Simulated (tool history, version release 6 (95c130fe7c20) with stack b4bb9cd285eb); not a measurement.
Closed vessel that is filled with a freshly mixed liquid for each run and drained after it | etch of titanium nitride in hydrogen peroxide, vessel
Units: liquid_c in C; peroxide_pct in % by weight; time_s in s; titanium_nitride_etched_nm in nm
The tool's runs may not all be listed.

run 1 day=0 | liquid_c=47 peroxide_pct=22.5 time_s=2680 | titanium_nitride_etched_nm=56.441
run 2 day=0.1 | liquid_c=47 peroxide_pct=20 time_s=2680 | titanium_nitride_etched_nm=53.938
run 3 day=0.371 | liquid_c=50.5 peroxide_pct=20 time_s=2680 | titanium_nitride_etched_nm=70.273
run 4 day=0.592 | liquid_c=56.5 peroxide_pct=20 time_s=2680 | titanium_nitride_etched_nm=105.86
run 5 day=0.612 | liquid_c=56.5 peroxide_pct=25 time_s=2680 | titanium_nitride_etched_nm=113.37
run 6 day=0.892 | liquid_c=56.5 peroxide_pct=25 time_s=2680 | titanium_nitride_etched_nm=112.92
run 7 day=1.012 | liquid_c=54 peroxide_pct=25 time_s=2680 | titanium_nitride_etched_nm=93.587
run 8 day=1.079 | liquid_c=46 peroxide_pct=24 time_s=2680 | titanium_nitride_etched_nm=51.565
run 9 day=1.404 | liquid_c=45 peroxide_pct=24 time_s=2680 | titanium_nitride_etched_nm=48.754
run 10 day=1.762 | liquid_c=44 peroxide_pct=24 time_s=2680 | titanium_nitride_etched_nm=44.913
run 11 day=1.858 | liquid_c=43 peroxide_pct=24 time_s=2680 | titanium_nitride_etched_nm=42.164
run 12 day=2.179 | liquid_c=42 peroxide_pct=24 time_s=2680 | titanium_nitride_etched_nm=38.934

Run 13 comes next. What will it give?
run 13 day=2.517 | liquid_c=34 peroxide_pct=23.5 time_s=2680 | titanium_nitride_etched_nm=?

{"run 13": {"titanium_nitride_etched_nm": 20.886}}
